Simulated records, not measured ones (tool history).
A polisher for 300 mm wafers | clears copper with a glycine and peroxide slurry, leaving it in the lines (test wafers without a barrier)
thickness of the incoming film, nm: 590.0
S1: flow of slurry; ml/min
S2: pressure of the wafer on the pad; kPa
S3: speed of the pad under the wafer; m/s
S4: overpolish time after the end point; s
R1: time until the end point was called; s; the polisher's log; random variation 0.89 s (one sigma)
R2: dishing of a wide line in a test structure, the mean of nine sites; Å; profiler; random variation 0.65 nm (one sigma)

run    day   S1    S2    S3  S4      R1      R2
  1      0  260  11.7  1.22  13  145.86  356.62
  2  0.362  210  11.7  1.22  13   147.1  355.84
  3  0.562  210  11.7  1.22  19  146.16  461.81
  4  0.596  210  11.7  1.22  16  146.14   420.4
  5  0.838  215  13.8  1.24  12  127.04  379.21
  6  1.088  215  15.2  1.26  10  117.13  345.09

Forecast run 7:
  7  1.158  215  16.5  1.28   9   ?   ?

{"run 7": {"R1": 109.69, "R2": 351.6}}
